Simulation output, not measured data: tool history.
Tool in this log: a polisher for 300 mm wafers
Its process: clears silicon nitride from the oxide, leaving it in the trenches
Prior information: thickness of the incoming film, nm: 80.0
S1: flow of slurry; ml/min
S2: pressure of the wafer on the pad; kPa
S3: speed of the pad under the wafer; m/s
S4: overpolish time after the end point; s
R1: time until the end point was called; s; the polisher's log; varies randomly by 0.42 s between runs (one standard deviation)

| run | hour | S1 | S2 | S3 | S4 | R1 |
|---|---|---|---|---|---|---|
| 1 | 0 | 215 | 22.1 | 0.98 | 4 | 81.898 |
| 2 | 6.1 | 215 | 23.4 | 1 | 4 | 76.807 |
| 3 | 9 | 215 | 28.3 | 1 | 4 | 64.897 |
| 4 | 13.7 | 215 | 29 | 1.04 | 4 | 60.539 |
| 5 | 18.3 | 215 | 29 | 1.28 | 4 | 49.85 |
| 6 | 23.2 | 215 | 29 | 1.12 | 4 | 56.505 |
| 7 | 27.2 | 225 | 34.5 | 1.24 | 4 | 43.527 |

Expected results for the next run?
| 8 | 30.7 | 225 | 34.5 | 1.26 | 4 | ? |

{"run 8": {"R1": 43.731}}

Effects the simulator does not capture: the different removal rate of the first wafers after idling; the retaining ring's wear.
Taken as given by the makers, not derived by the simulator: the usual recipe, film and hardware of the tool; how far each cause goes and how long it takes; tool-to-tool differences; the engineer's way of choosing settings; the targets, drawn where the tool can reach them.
